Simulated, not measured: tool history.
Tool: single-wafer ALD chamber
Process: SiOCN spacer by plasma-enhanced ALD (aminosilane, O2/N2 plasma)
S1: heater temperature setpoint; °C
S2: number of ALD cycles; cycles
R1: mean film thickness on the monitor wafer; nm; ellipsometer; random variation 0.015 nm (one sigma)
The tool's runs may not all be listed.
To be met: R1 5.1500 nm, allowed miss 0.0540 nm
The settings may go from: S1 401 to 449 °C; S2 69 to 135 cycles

run 1 day=0.000 | S1=425 S2=102 | R1=5.5959
run 2 day=0.225 | S1=420 S2=102 | R1=5.7108
run 3 day=0.412 | S1=423 S2=102 | R1=5.6467
run 4 day=0.458 | S1=423 S2=114 | R1=6.2707
run 5 day=0.554 | S1=417 S2=114 | R1=6.4255
run 6 day=0.808 | S1=420 S2=112 | R1=6.2499
run 7 day=1.008 | S1=423 S2=111 | R1=6.1000
run 8 day=1.354 | S1=426 S2=110 | R1=5.9998
run 9 day=1.583 | S1=428 S2=109 | R1=5.9207
run 10 day=1.792 | S1=430 S2=108 | R1=5.8395
run 11 day=2.138 | S1=432 S2=107 | R1=5.7253
run 12 day=2.317 | S1=434 S2=106 | R1=5.6110
run 13 day=2.583 | S1=436 S2=106 | R1=5.5890
run 14 day=2.729 | S1=437 S2=105 | R1=5.5339
run 15 day=2.988 | S1=448 S2=100 | R1=5.0034
run 16 day=3.325 | S1=447 S2=100 | R1=5.0320
run 17 day=3.679 | S1=446 S2=100 | R1=5.0604

Which of these 4 next moves meets every target?
run A day=4.033 | S1=443 S2=101 | R1=?
run B day=4.033 | S1=439 S2=95 | R1=?
run C day=4.033 | S1=444 S2=97 | R1=?
run D day=4.033 | S1=439 S2=96 | R1=?

move=A R1=5.1792
move=B R1=4.9487
move=C R1=4.9544
move=D R1=5.0008
A: meets every target
B: further off than the last run
C: further off than the last run
D: further off than the last run
Answer: A
